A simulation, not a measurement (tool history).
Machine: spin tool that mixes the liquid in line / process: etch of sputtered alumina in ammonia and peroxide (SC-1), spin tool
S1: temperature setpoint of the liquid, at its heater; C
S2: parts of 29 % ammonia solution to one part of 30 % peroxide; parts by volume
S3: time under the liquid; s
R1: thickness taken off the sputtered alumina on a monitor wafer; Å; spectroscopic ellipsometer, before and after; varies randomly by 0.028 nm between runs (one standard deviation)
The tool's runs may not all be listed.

run 1 hour=0.0 | S1=47.0 S2=0.6 S3=155 | R1=69.443
run 2 hour=4.1 | S1=46.0 S2=0.6 S3=155 | R1=64.965
run 3 hour=8.2 | S1=45.5 S2=0.6 S3=155 | R1=63.134
run 4 hour=13.4 | S1=45.5 S2=0.6 S3=155 | R1=63.853
run 5 hour=16.1 | S1=45.0 S2=0.6 S3=155 | R1=61.039
run 6 hour=24.7 | S1=45.0 S2=0.6 S3=165 | R1=65.407
run 7 hour=31.9 | S1=44.5 S2=0.6 S3=165 | R1=63.564

For run 8, what comes out?
run 8 hour=33.7 | S1=44.0 S2=0.6 S3=165 | R1=?

{"run 8": {"R1": 61.593}}

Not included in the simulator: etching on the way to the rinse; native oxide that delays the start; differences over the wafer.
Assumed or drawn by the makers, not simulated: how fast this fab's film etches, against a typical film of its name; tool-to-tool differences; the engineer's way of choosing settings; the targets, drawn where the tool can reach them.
